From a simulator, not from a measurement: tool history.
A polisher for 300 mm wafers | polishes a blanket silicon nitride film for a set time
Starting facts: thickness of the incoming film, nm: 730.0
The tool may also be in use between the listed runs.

| run | hour | flow of slurry (ml/min) | pressure of the wafer on the pad (kPa) | speed of the pad under the wafer (m/s) | polishing time (s) | film removed (angstrom) |
|---|---|---|---|---|---|---|
| 1 | 0 | 200 | 21.4 | 1.06 | 74 | 1229.2 |
| 2 | 8.6 | 200 | 20 | 1.06 | 74 | 1156.1 |
| 3 | 10.2 | 200 | 18.6 | 1.06 | 74 | 1073.3 |
| 4 | 16.8 | 235 | 18.6 | 1.06 | 74 | 1088.4 |
| 5 | 24 | 235 | 18.6 | 1.06 | 78 | 1174.5 |
| 6 | 26.5 | 235 | 18.6 | 1.06 | 78 | 1157.1 |
| 7 | 32.3 | 235 | 17.9 | 1.06 | 78 | 1147.2 |
| 8 | 38.8 | 235 | 16.5 | 1.06 | 78 | 1059.1 |
| 9 | 43.4 | 235 | 15.9 | 1.06 | 78 | 1070.6 |
| 10 | 50.1 | 235 | 15.2 | 1.06 | 78 | 1007.1 |
| 11 | 57 | 235 | 14.5 | 1.06 | 78 | 999.41 |

Forecast run 12:
| 12 | 62.3 | 235 | 13.8 | 1.06 | 78 | ? |

Run 12 produced film removed (angstrom) 952.07.
